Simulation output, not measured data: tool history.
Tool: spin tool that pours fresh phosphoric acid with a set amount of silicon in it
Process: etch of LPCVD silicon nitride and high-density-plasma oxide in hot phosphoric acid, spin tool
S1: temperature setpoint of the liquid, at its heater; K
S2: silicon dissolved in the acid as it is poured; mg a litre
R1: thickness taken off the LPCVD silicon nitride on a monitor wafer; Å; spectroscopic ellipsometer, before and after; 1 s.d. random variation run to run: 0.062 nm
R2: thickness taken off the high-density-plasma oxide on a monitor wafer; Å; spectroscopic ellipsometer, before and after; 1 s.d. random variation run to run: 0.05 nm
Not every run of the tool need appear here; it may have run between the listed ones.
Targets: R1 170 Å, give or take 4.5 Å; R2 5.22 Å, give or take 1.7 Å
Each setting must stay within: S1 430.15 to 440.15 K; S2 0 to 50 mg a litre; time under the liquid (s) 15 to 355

Run 1, hour 0: S1 435.15 K, S2 27 mg a litre, time under the liquid (s) 180. Result: R1 145.04 Å, R2 3.546 Å.
Run 2, hour 3.3: S1 436.15 K, S2 26.5 mg a litre, time under the liquid (s) 180. Result: R1 149.67 Å, R2 3.7508 Å.
Run 3, hour 5.2: S1 436.15 K, S2 11.5 mg a litre, time under the liquid (s) 180. Result: R1 149.73 Å, R2 5.3579 Å.
Run 4, hour 10.8: S1 437.15 K, S2 13.5 mg a litre, time under the liquid (s) 180. Result: R1 153.83 Å, R2 5.8098 Å.
Run 5, hour 12.3: S1 438.15 K, S2 13.5 mg a litre, time under the liquid (s) 180. Result: R1 159.58 Å, R2 6.6486 Å.
Run 6, hour 15.5: S1 437.15 K, S2 13.5 mg a litre, time under the liquid (s) 180. Result: R1 154.96 Å, R2 6.522 Å.
Run 7, hour 16.4: S1 437.65 K, S2 17.5 mg a litre, time under the liquid (s) 180. Result: R1 157.35 Å, R2 6.5441 Å.
At hour 19.4: thermometer replaced.
Run 8, hour 19.4: S1 437.65 K, S2 17.5 mg a litre, time under the liquid (s) 180. Result: R1 150.7 Å, R2 4.4861 Å.
Run 9, hour 20.7: S1 437.65 K, S2 17 mg a litre, time under the liquid (s) 185. Result: R1 155.03 Å, R2 6.17 Å.
Run 10, hour 25.2: S1 437.15 K, S2 19.5 mg a litre, time under the liquid (s) 190. Result: R1 156.8 Å, R2 5.0358 Å.
Run 11, hour 26.8: S1 437.15 K, S2 20 mg a litre, time under the liquid (s) 195. Result: R1 161.17 Å, R2 5.3544 Å.

Of the 5 settings listed for the next run, only one would bring every result within its allowed miss of target. Which one?
Run A, hour 28.4: S1 436.65 K, S2 20 mg a litre, time under the liquid (s) 220. Result: R1 ?, R2 ?.
Run B, hour 28.4: S1 438.15 K, S2 20 mg a litre, time under the liquid (s) 185. Result: R1 ?, R2 ?.
Run C, hour 28.4: S1 437.15 K, S2 20.5 mg a litre, time under the liquid (s) 205. Result: R1 ?, R2 ?.
Run D, hour 28.4: S1 438.65 K, S2 4 mg a litre, time under the liquid (s) 210. Result: R1 ?, R2 ?.
Run E, hour 28.4: S1 437.15 K, S2 21.5 mg a litre, time under the liquid (s) 215. Result: R1 ?, R2 ?.

move      R1      R2
   A  179.73  5.4965
   B  158.79  5.1543
   C  170.26  5.2358
   D  183.23  8.8395
   E  178.57   5.332
A: pushes the last run's worst result past its target
B: its largest miss is bigger than the last run's
C: every result within its allowed miss
D: pushes the last run's worst result past its target
E: pushes the last run's worst result past its target
Answer: C
